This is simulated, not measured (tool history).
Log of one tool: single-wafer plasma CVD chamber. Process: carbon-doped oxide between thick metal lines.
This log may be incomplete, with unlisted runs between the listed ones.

run,day,heater temperature setpoint (K),chamber pressure (Torr),RF power (kW),deposition time (s),mean film thickness on the monitor wafer (angstrom)
1,0.000,603.15,6.62,0.555,175,10642.0
2,0.283,603.15,7.81,0.555,175,10871.0
3,0.508,606.15,7.52,0.530,174,10290.0
4,0.808,609.15,7.33,0.520,174,10062.0
5,1.096,609.15,6.66,0.520,174,9977.3
6,1.208,609.15,6.66,0.555,174,10414.0
7,1.542,611.15,6.52,0.540,174,10188.0

Predict the results of run 8:
8,1.621,612.15,6.44,0.525,174,?

mean film thickness on the monitor wafer (angstrom): 9898.3
